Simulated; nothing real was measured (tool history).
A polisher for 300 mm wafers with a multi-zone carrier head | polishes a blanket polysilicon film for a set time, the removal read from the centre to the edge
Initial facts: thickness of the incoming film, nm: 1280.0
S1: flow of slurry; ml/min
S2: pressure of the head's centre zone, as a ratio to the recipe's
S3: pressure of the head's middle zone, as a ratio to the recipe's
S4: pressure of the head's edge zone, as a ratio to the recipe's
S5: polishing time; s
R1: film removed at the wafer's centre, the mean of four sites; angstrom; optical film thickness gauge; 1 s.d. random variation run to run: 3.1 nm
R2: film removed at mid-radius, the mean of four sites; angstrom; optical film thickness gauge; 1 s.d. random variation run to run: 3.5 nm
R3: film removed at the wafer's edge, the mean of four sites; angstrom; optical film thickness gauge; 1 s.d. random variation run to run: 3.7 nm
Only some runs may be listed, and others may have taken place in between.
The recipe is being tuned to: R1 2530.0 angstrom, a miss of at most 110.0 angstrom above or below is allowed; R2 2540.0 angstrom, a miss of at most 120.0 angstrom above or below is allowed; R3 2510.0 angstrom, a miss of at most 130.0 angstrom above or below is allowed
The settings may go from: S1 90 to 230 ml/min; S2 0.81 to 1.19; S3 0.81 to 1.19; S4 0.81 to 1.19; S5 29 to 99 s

run	day	S1	S2	S3	S4	S5	R1	R2	R3
1	0.000	150	1.00	1.00	1.00	64	4598.0	4516.8	4621.6
2	0.025	150	1.09	1.00	1.00	64	4974.2	4581.3	4490.3
3	0.350	145	1.07	1.00	0.99	56	4254.5	4057.9	3826.7
4	0.512	140	1.04	0.98	0.98	51	3792.1	3514.7	3600.3
5	0.850	140	1.03	0.99	0.97	47	3504.1	3361.6	3265.2
6	1.138	140	1.03	0.99	0.97	37	2712.0	2591.7	2491.6
7	1.467	140	1.02	0.99	0.97	37	2674.9	2578.6	2556.4
8	1.704	140	1.01	0.99	0.97	37	2680.3	2636.3	2579.4

4 next moves are on the table. One of them brings every result within its allowed miss. Which?
A	1.942	130	1.01	0.97	0.92	39	?	?	?
B	1.942	145	1.06	1.07	1.08	37	?	?	?
C	1.942	165	1.08	1.08	1.18	32	?	?	?
D	1.942	195	1.04	0.82	1.04	36	?	?	?

move	R1	R2	R3
A	2737.6	2620.0	2647.9
B	2782.9	2756.6	2757.7
C	2516.3	2463.2	2541.3
D	2823.9	2287.1	2746.0
A: moves away from the targets compared with the last run
B: moves away from the targets compared with the last run
C: all results in spec
D: moves away from the targets compared with the last run
Answer: C

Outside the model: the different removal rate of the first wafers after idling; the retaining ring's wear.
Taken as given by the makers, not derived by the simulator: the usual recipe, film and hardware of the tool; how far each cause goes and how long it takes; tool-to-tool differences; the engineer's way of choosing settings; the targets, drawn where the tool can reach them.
